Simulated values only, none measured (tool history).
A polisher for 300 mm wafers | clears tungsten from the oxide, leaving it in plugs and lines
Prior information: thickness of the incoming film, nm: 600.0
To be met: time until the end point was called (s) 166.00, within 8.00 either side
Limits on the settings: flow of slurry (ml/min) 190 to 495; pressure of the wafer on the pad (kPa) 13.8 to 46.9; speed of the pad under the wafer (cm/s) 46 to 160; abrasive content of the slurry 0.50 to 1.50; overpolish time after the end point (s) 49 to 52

| run | hour | flow of slurry (ml/min) | pressure of the wafer on the pad (kPa) | speed of the pad under the wafer (cm/s) | abrasive content of the slurry | overpolish time after the end point (s) | time until the end point was called (s) |
|---|---|---|---|---|---|---|---|
| 1 | 0.0 | 320 | 30.3 | 102 | 1.00 | 49 | 107.70 |
| 2 | 6.5 | 320 | 30.3 | 102 | 1.15 | 49 | 101.75 |
| 3 | 14.7 | 320 | 29.0 | 102 | 1.15 | 49 | 110.44 |
| 4 | 20.0 | 245 | 29.0 | 102 | 1.15 | 49 | 110.36 |
| 5 | 22.4 | 245 | 27.6 | 102 | 1.15 | 49 | 112.64 |
| 6 | 23.1 | 190 | 27.6 | 102 | 1.15 | 49 | 116.43 |
| 7 | 29.3 | 190 | 26.2 | 102 | 1.15 | 49 | 124.01 |
| 8 | 36.0 | 190 | 25.5 | 102 | 1.15 | 49 | 128.50 |
| 9 | 40.0 | 190 | 24.8 | 102 | 1.15 | 49 | 132.81 |
| 10 | 46.2 | 190 | 17.9 | 100 | 1.15 | 49 | 179.72 |

Below are 4 possible settings for the next run. Only one of them brings all results inside the allowed miss of their targets. Which is it?
| A | 52.4 | 245 | 15.9 | 102 | 1.20 | 52 | ? |
| B | 52.4 | 220 | 17.2 | 108 | 1.30 | 49 | ? |
| C | 52.4 | 220 | 21.4 | 96 | 1.25 | 49 | ? |
| D | 52.4 | 190 | 22.8 | 80 | 1.05 | 49 | ? |

| move | time until the end point was called (s) |
|---|---|
| A | 195.47 |
| B | 168.74 |
| C | 155.72 |
| D | 185.62 |
A: lands further from the targets than the last run did
B: meets every target
C: carries the result that was furthest off beyond its target, to the other side
D: lands further from the targets than the last run did
The move that meets every target is B.

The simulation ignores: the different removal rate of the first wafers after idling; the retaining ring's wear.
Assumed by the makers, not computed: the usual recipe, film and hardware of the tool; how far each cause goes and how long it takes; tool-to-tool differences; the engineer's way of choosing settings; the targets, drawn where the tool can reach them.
